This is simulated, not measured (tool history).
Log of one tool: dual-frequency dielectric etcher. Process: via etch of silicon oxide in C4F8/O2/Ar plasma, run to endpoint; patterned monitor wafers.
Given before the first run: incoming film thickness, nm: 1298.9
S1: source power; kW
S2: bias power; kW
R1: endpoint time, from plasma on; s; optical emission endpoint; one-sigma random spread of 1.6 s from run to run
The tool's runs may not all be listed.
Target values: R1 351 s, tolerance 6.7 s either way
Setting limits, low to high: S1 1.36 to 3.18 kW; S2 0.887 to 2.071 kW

run,hour,S1,S2,R1
1,0,2.27,1.479,266.66
2,7.9,2.27,1.29,277.14
3,10,2.27,1.139,283.37
4,18.7,2.67,1.139,257.43
5,19.4,2.36,1.105,278.7
6,26,2.12,1.078,302.33
7,28.8,1.99,1.068,314.27
8,34.9,1.9,1.061,326.05
# hour 38.2: bias power generator calibrated
9,38.2,1.84,1.057,337.19
10,38.7,1.81,1.055,339.83
11,39.8,1.81,1.055,338.92

Which of these 5 next moves meets every target?
A,40.9,1.68,1.46,?
B,40.9,1.8,1.197,?
C,40.9,1.88,1.044,?
D,40.9,1.99,1.038,?
E,40.9,1.84,0.887,?

move,R1
A,332.19
B,331.74
C,332.16
D,319.5
E,350.31
A: its largest miss is bigger than the last run's
B: its largest miss is bigger than the last run's
C: its largest miss is bigger than the last run's
D: its largest miss is bigger than the last run's
E: every result lands within tolerance
Correct choice: E, which meets every target
